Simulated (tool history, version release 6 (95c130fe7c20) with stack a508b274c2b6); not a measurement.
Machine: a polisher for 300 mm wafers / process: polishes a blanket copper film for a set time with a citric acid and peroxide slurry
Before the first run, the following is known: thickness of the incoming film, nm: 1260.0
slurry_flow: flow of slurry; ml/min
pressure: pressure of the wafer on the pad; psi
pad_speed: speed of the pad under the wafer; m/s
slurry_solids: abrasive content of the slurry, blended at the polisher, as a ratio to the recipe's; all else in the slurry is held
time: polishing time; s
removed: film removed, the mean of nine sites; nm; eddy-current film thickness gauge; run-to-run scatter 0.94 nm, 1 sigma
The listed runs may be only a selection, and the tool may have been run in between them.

run 1 day=0.000 | slurry_flow=240 pressure=2.7 pad_speed=0.84 slurry_solids=1.0 time=31 | removed=47.399
run 2 day=0.154 | slurry_flow=240 pressure=2.7 pad_speed=0.72 slurry_solids=1.0 time=31 | removed=40.766
run 3 day=0.233 | slurry_flow=240 pressure=3.1 pad_speed=0.78 slurry_solids=1.0 time=31 | removed=52.750
run 4 day=0.408 | slurry_flow=240 pressure=3.4 pad_speed=0.78 slurry_solids=1.0 time=31 | removed=57.019
run 5 day=0.558 | slurry_flow=240 pressure=3.1 pad_speed=0.78 slurry_solids=1.0 time=31 | removed=51.312
run 6 day=0.821 | slurry_flow=240 pressure=3.4 pad_speed=0.80 slurry_solids=1.0 time=31 | removed=56.872

Run 7, settings as shown, results not yet in. Your forecast:
run 7 day=0.946 | slurry_flow=240 pressure=3.6 pad_speed=0.84 slurry_solids=1.0 time=31 | removed=?

{"run 7": {"removed": 64.148}}
